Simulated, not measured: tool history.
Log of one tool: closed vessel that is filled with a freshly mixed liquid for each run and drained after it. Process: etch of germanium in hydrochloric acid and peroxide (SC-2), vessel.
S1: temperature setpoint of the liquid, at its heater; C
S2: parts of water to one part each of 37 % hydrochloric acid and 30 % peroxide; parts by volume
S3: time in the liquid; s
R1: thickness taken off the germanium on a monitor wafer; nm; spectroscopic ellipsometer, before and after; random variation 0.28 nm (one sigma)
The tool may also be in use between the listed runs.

{"run": 1, "day": 0.0, "S1": 47, "S2": 8.5, "S3": 30, "R1": 55.003}
{"run": 2, "day": 0.325, "S1": 47, "S2": 8.5, "S3": 30, "R1": 54.825}
{"run": 3, "day": 0.412, "S1": 45, "S2": 9, "S3": 30, "R1": 51.49}
{"run": 4, "day": 0.671, "S1": 43.5, "S2": 9.5, "S3": 30, "R1": 48.545}
{"run": 5, "day": 1.033, "S1": 43.5, "S2": 8.5, "S3": 30, "R1": 49.475}
{"run": 6, "day": 1.317, "S1": 38, "S2": 8.5, "S3": 30, "R1": 40.959}
{"run": 7, "day": 1.662, "S1": 37.5, "S2": 9, "S3": 30, "R1": 39.927}
{"run": 8, "day": 1.954, "S1": 37, "S2": 9, "S3": 30, "R1": 38.997}

Forecast run 9:
{"run": 9, "day": 1.983, "S1": 36.5, "S2": 9, "S3": 30, "R1": "?"}

Run 9 gave R1 38.501 nm.

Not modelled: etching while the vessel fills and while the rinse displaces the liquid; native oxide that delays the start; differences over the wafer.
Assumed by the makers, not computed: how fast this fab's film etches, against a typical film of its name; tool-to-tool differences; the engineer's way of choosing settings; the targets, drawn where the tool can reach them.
